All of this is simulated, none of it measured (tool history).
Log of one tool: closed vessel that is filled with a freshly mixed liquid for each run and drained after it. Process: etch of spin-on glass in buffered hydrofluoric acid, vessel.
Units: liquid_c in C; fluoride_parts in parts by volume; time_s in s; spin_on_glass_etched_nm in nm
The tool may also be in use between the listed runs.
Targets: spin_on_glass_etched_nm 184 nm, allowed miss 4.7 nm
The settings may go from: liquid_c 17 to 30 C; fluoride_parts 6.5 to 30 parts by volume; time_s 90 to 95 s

{"run": 1, "hour": 0.0, "liquid_c": 22, "fluoride_parts": 19.5, "time_s": 90, "spin_on_glass_etched_nm": 134.85}
{"run": 2, "hour": 7.0, "liquid_c": 23, "fluoride_parts": 19.5, "time_s": 90, "spin_on_glass_etched_nm": 141.58}
{"run": 3, "hour": 9.1, "liquid_c": 23, "fluoride_parts": 22, "time_s": 90, "spin_on_glass_etched_nm": 126.13}
{"run": 4, "hour": 17.1, "liquid_c": 25.5, "fluoride_parts": 22, "time_s": 90, "spin_on_glass_etched_nm": 143.97}
{"run": 5, "hour": 23.7, "liquid_c": 26, "fluoride_parts": 22, "time_s": 90, "spin_on_glass_etched_nm": 148.62}
{"run": 6, "hour": 28.8, "liquid_c": 26, "fluoride_parts": 26, "time_s": 90, "spin_on_glass_etched_nm": 131.82}
{"run": 7, "hour": 37.1, "liquid_c": 26.5, "fluoride_parts": 25.5, "time_s": 90, "spin_on_glass_etched_nm": 137.01}
{"hour": 38.3, "done": "hydrofluoric acid flow meter replaced"}
{"run": 8, "hour": 38.3, "liquid_c": 30, "fluoride_parts": 22.5, "time_s": 90, "spin_on_glass_etched_nm": 167.54}

Which of these 4 next moves meets every target?
{"run": "A", "hour": 39.5, "liquid_c": 30, "fluoride_parts": 19.5, "time_s": 95, "spin_on_glass_etched_nm": "?"}
{"run": "B", "hour": 39.5, "liquid_c": 30, "fluoride_parts": 27.5, "time_s": 95, "spin_on_glass_etched_nm": "?"}
{"run": "C", "hour": 39.5, "liquid_c": 28.5, "fluoride_parts": 19.5, "time_s": 95, "spin_on_glass_etched_nm": "?"}
{"run": "D", "hour": 39.5, "liquid_c": 29, "fluoride_parts": 19, "time_s": 95, "spin_on_glass_etched_nm": "?"}

move=A spin_on_glass_etched_nm=197
move=B spin_on_glass_etched_nm=154.6
move=C spin_on_glass_etched_nm=181.95
move=D spin_on_glass_etched_nm=191.68
A: takes the result that was furthest off past its target
B: further off than the last run
C: meets every target
D: takes the result that was furthest off past its target
The right move is C.

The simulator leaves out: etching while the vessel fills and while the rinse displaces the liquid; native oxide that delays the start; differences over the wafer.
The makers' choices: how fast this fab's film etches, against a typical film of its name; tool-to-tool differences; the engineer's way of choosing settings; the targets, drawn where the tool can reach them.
